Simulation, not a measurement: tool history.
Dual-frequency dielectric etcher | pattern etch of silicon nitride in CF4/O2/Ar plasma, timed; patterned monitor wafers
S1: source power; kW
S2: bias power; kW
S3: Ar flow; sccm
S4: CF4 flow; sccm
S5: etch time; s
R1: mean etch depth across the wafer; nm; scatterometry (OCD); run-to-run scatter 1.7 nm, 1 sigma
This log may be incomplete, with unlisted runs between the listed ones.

| run | hour | S1 | S2 | S3 | S4 | S5 | R1 |
|---|---|---|---|---|---|---|---|
| 1 | 0.0 | 0.500 | 0.059 | 92 | 84 | 241.5 | 450.82 |
| 2 | 7.7 | 0.500 | 0.059 | 92 | 98 | 241.5 | 458.47 |
| 3 | 11.2 | 0.500 | 0.052 | 92 | 98 | 241.5 | 443.25 |
| 4 | 13.1 | 0.500 | 0.047 | 92 | 98 | 241.5 | 432.72 |
| 5 | 14.4 | 0.500 | 0.043 | 92 | 98 | 241.5 | 421.01 |
| 6 | 23.1 | 0.500 | 0.051 | 92 | 98 | 241.5 | 442.38 |
| 7 | 26.9 | 0.480 | 0.051 | 92 | 98 | 241.5 | 430.81 |
| 8 | 35.9 | 0.460 | 0.051 | 92 | 98 | 241.5 | 420.94 |

What does the tool deliver on the next run?
| 9 | 43.8 | 0.450 | 0.051 | 92 | 98 | 241.5 | ? |

R1: 409.50 nm

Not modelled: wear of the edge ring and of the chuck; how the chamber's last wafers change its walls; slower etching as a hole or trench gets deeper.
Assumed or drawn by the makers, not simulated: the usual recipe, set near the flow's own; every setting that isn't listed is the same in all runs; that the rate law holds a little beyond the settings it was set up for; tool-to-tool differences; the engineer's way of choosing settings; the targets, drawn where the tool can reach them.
